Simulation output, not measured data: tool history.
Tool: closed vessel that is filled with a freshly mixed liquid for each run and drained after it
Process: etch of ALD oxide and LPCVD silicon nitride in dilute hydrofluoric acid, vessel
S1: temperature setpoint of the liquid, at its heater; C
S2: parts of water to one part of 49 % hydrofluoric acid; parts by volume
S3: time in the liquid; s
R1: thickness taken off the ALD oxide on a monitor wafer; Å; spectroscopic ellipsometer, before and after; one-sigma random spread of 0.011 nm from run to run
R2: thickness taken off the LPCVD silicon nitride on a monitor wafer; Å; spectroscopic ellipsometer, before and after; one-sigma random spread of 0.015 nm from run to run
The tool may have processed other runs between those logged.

run  hour    S1   S2   S3      R1      R2
  1     0    22  215   90  78.772  2.5726
  2   3.2  20.5  215   90   73.88  1.8347
  3     7    20  260   90  58.213  1.7586
  4  10.5    20  260  105  67.279  1.5124
  5  12.1    20  185  105  101.91  3.5813
  6  19.9    20  185  130  127.26  4.7148
  7  26.1  19.5  245  120  81.654  2.1318
  8  31.2    19  285  115  63.518  1.3398
  9    38    19  315  110  53.359  1.7928

Run 10 comes next. What will it give?
 10    43  18.5  335  105   ?   ?

{"run 10": {"R1": 46.164, "R2": 1.4778}}
